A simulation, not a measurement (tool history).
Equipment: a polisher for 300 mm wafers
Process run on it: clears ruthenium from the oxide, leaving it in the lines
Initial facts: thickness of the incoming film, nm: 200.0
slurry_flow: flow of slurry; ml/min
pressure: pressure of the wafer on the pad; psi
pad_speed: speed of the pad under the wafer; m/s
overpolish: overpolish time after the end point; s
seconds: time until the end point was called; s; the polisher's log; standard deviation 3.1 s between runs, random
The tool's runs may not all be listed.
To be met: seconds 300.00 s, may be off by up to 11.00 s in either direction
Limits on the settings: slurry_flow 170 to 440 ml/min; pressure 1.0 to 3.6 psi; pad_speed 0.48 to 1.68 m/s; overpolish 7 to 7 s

| run | day | slurry_flow | pressure | pad_speed | overpolish | seconds |
|---|---|---|---|---|---|---|
| 1 | 0.000 | 280 | 2.3 | 1.08 | 7 | 133.42 |
| 2 | 0.279 | 280 | 2.7 | 1.08 | 7 | 117.54 |
| 3 | 0.321 | 280 | 2.7 | 1.08 | 7 | 115.71 |
| 4 | 0.621 | 280 | 2.3 | 1.00 | 7 | 137.02 |
| 5 | 0.888 | 280 | 2.3 | 0.72 | 7 | 185.16 |
| 6 | 1.200 | 280 | 2.0 | 0.70 | 7 | 211.50 |
| 7 | 1.483 | 280 | 1.8 | 0.70 | 7 | 229.95 |
| 8 | 1.825 | 280 | 1.2 | 0.68 | 7 | 313.34 |

Of the 4 settings listed for the next run, only one would bring every result within its allowed miss of target. Which one?
| A | 2.167 | 275 | 1.4 | 0.54 | 7 | ? |
| B | 2.167 | 265 | 1.4 | 0.54 | 7 | ? |
| C | 2.167 | 295 | 1.0 | 0.82 | 7 | ? |
| D | 2.167 | 265 | 1.2 | 0.66 | 7 | ? |

| move | seconds |
|---|---|
| A | 350.71 |
| B | 351.95 |
| C | 309.10 |
| D | 332.64 |
A: further off than the last run
B: further off than the last run
C: every result lands within tolerance
D: further off than the last run
Go with C: it meets all targets.
